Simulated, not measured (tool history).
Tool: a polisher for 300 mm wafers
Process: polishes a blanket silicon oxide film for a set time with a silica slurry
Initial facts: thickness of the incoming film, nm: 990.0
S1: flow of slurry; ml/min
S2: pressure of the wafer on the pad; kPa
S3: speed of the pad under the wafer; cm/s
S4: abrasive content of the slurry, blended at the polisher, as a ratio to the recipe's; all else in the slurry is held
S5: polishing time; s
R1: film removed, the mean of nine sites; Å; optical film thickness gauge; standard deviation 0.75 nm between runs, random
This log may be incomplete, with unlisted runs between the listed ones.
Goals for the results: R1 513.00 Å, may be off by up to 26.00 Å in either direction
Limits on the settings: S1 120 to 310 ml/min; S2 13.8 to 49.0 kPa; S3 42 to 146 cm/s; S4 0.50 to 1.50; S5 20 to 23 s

Run 1, hour 0.0: S1 200 ml/min, S2 31.0 kPa, S3 94 cm/s, S4 1.00, S5 23 s. Result: R1 625.11 Å.
Run 2, hour 3.4: S1 200 ml/min, S2 29.6 kPa, S3 94 cm/s, S4 1.00, S5 23 s. Result: R1 589.61 Å.
Run 3, hour 4.3: S1 200 ml/min, S2 29.0 kPa, S3 94 cm/s, S4 1.00, S5 23 s. Result: R1 597.16 Å.
Run 4, hour 7.1: S1 180 ml/min, S2 29.0 kPa, S3 94 cm/s, S4 1.00, S5 23 s. Result: R1 583.70 Å.
Run 5, hour 10.6: S1 200 ml/min, S2 29.0 kPa, S3 94 cm/s, S4 1.00, S5 23 s. Result: R1 591.47 Å.
Run 6, hour 18.2: S1 200 ml/min, S2 27.6 kPa, S3 94 cm/s, S4 1.00, S5 23 s. Result: R1 571.70 Å.
Run 7, hour 20.2: S1 200 ml/min, S2 26.9 kPa, S3 94 cm/s, S4 1.00, S5 23 s. Result: R1 558.00 Å.
Run 8, hour 23.3: S1 200 ml/min, S2 26.2 kPa, S3 94 cm/s, S4 1.00, S5 23 s. Result: R1 544.86 Å.
At hour 29.2: conditioning disc replaced and pad reconditioned.
Run 9, hour 29.2: S1 200 ml/min, S2 25.5 kPa, S3 94 cm/s, S4 1.00, S5 23 s. Result: R1 663.87 Å.
Run 10, hour 36.7: S1 195 ml/min, S2 27.6 kPa, S3 94 cm/s, S4 1.00, S5 23 s. Result: R1 712.96 Å.
Run 11, hour 43.3: S1 210 ml/min, S2 27.6 kPa, S3 94 cm/s, S4 1.00, S5 23 s. Result: R1 719.54 Å.
Run 12, hour 51.5: S1 200 ml/min, S2 27.6 kPa, S3 94 cm/s, S4 1.00, S5 23 s. Result: R1 711.76 Å.

Next run, 5 choices. One meets every target within its allowed miss, the rest don't. Which?
Run A, hour 59.7: S1 180 ml/min, S2 30.3 kPa, S3 80 cm/s, S4 1.05, S5 20 s. Result: R1 ?.
Run B, hour 59.7: S1 220 ml/min, S2 27.6 kPa, S3 72 cm/s, S4 0.65, S5 22 s. Result: R1 ?.
Run C, hour 59.7: S1 165 ml/min, S2 30.3 kPa, S3 64 cm/s, S4 0.90, S5 22 s. Result: R1 ?.
Run D, hour 59.7: S1 250 ml/min, S2 22.1 kPa, S3 78 cm/s, S4 1.15, S5 23 s. Result: R1 ?.
Run E, hour 59.7: S1 225 ml/min, S2 22.8 kPa, S3 108 cm/s, S4 0.75, S5 22 s. Result: R1 ?.

move      R1
   A  605.42
   B  439.43
   C  509.89
   D  552.29
   E  558.87
A: an improvement on the last run, though not all results are within tolerance
B: takes the result that was furthest off past its target
C: all results land within tolerance of their targets
D: an improvement on the last run, though not all results are within tolerance
E: an improvement on the last run, though not all results are within tolerance
Correct choice: C, which meets every target
